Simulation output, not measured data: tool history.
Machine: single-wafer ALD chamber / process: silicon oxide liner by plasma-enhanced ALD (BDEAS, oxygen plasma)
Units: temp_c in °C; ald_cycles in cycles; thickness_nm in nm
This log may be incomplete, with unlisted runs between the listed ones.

run  hour  temp_c  ald_cycles  thickness_nm
  1   0.0     320          32        2.9775
  2   5.1     320          31        2.8884
  3   7.5     313          31        2.9243
  4  14.4     313          34        3.1958
  5  23.2     313          33        3.1056
  6  30.4     313          35        3.2888
  7  33.8     313          33        3.1022
  8  38.5     317          28        2.6176

Estimate the outcome of run 9 from the log above:
  9  42.7     317          27             ?

Logged for run 9: thickness_nm 2.5272 nm.
